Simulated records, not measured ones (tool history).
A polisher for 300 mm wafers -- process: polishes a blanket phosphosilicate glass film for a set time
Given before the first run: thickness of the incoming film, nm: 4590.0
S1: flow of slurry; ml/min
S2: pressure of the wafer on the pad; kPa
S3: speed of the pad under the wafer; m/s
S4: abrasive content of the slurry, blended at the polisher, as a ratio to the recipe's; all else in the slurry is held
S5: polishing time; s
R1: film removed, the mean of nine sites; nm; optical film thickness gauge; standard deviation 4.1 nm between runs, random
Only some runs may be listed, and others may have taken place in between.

Run 1, hour 0: S1 230 ml/min, S2 15.9 kPa, S3 0.84 m/s, S4 1, S5 36 s. Result: R1 180.4 nm.
Run 2, hour 4: S1 270 ml/min, S2 15.9 kPa, S3 0.84 m/s, S4 1, S5 36 s. Result: R1 179.29 nm.
Run 3, hour 5.6: S1 270 ml/min, S2 17.2 kPa, S3 0.84 m/s, S4 1, S5 36 s. Result: R1 199.21 nm.
Run 4, hour 8.9: S1 225 ml/min, S2 17.2 kPa, S3 0.84 m/s, S4 1, S5 36 s. Result: R1 191.33 nm.
Run 5, hour 10.4: S1 225 ml/min, S2 17.2 kPa, S3 0.98 m/s, S4 1, S5 36 s. Result: R1 209.72 nm.
Run 6, hour 14.1: S1 225 ml/min, S2 17.2 kPa, S3 1.16 m/s, S4 1, S5 36 s. Result: R1 231.75 nm.

Run 7 comes next. What will it give?
Run 7, hour 18.1: S1 225 ml/min, S2 17.9 kPa, S3 1.16 m/s, S4 1, S5 36 s. Result: R1 ?.

{"run 7": {"R1": 252.96}}
